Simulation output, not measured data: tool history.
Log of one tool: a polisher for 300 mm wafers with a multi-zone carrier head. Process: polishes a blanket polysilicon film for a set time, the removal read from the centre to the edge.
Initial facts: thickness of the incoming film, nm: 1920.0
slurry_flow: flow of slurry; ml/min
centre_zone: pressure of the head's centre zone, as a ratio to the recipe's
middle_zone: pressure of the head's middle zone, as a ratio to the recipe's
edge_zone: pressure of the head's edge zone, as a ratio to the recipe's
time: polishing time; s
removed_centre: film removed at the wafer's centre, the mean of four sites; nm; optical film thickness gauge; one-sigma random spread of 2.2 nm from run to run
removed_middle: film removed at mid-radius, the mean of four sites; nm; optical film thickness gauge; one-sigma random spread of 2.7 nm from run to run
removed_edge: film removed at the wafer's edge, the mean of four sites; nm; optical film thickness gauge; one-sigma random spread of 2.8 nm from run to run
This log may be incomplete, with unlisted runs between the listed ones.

run 1 day=0 | slurry_flow=300 centre_zone=1 middle_zone=1 edge_zone=1 time=33 | removed_centre=191.46 removed_middle=193.24 removed_edge=189.58
run 2 day=0.358 | slurry_flow=300 centre_zone=1 middle_zone=1 edge_zone=1 time=29 | removed_centre=167.48 removed_middle=169.47 removed_edge=165.25
run 3 day=0.454 | slurry_flow=300 centre_zone=1 middle_zone=1 edge_zone=1 time=24 | removed_centre=138.79 removed_middle=142.11 removed_edge=143.2
run 4 day=0.642 | slurry_flow=300 centre_zone=1 middle_zone=0.99 edge_zone=1.03 time=27 | removed_centre=153.02 removed_middle=155.15 removed_edge=156.94
run 5 day=0.729 | slurry_flow=300 centre_zone=1 middle_zone=0.99 edge_zone=1.03 time=35 | removed_centre=202.71 removed_middle=203.22 removed_edge=209.33
run 6 day=0.775 | slurry_flow=300 centre_zone=1 middle_zone=0.99 edge_zone=1.1 time=35 | removed_centre=201.95 removed_middle=203.34 removed_edge=214.11
run 7 day=0.875 | slurry_flow=300 centre_zone=1 middle_zone=0.99 edge_zone=1.1 time=35 | removed_centre=203.81 removed_middle=200.25 removed_edge=214
run 8 day=1.071 | slurry_flow=305 centre_zone=1 middle_zone=0.99 edge_zone=1.12 time=35 | removed_centre=203.11 removed_middle=204.07 removed_edge=216.91

Estimate the outcome of run 9 from the log above:
run 9 day=1.108 | slurry_flow=310 centre_zone=1.01 middle_zone=0.99 edge_zone=1.13 time=35 | removed_centre=? removed_middle=? removed_edge=?

removed_centre: 205.44 nm
removed_middle: 204.26 nm
removed_edge: 211.92 nm

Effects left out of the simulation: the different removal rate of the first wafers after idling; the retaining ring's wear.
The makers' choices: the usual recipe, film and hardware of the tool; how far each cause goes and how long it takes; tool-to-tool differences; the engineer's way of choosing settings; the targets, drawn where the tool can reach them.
